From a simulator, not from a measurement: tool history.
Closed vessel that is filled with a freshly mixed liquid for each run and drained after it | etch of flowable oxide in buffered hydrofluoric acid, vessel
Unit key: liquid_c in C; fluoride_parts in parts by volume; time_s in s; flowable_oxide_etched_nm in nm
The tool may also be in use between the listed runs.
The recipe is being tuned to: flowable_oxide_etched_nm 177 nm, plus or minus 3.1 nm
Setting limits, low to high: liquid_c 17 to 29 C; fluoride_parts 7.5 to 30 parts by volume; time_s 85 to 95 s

| run | hour | liquid_c | fluoride_parts | time_s | flowable_oxide_etched_nm |
|---|---|---|---|---|---|
| 1 | 0 | 21 | 21 | 85 | 145.09 |
| 2 | 4.1 | 22 | 21 | 85 | 154.07 |
| 3 | 4.8 | 22.5 | 21 | 85 | 157.64 |
| 4 | 5.9 | 22.5 | 27 | 85 | 133.07 |
| 5 | 8.7 | 24.5 | 27 | 85 | 148.44 |
| 6 | 13.9 | 25 | 27 | 85 | 151.92 |
| 7 | 14.5 | 25.5 | 27 | 85 | 157.34 |
| 8 | 20.6 | 26 | 27 | 85 | 160.62 |
| 9 | 23.9 | 26 | 27 | 85 | 161.84 |
| 10 | 28.9 | 26 | 27 | 85 | 161.07 |
| 11 | 32.5 | 26.5 | 27 | 85 | 165.18 |
| 12 | 41 | 27 | 27 | 85 | 169.46 |

Which single option among these 4 for the next run brings every result within its allowed miss of target? Just one does.
| A | 49.5 | 25 | 27 | 90 | ? |
| B | 49.5 | 26.5 | 27 | 85 | ? |
| C | 49.5 | 27.5 | 28.5 | 90 | ? |
| D | 49.5 | 27.5 | 29 | 85 | ? |

| move | flowable_oxide_etched_nm |
|---|---|
| A | 161.75 |
| B | 165.75 |
| C | 178.5 |
| D | 166.59 |
A: lands further from the targets than the last run did
B: lands further from the targets than the last run did
C: hits every target within its allowed miss
D: lands further from the targets than the last run did
Go with C: it meets all targets.

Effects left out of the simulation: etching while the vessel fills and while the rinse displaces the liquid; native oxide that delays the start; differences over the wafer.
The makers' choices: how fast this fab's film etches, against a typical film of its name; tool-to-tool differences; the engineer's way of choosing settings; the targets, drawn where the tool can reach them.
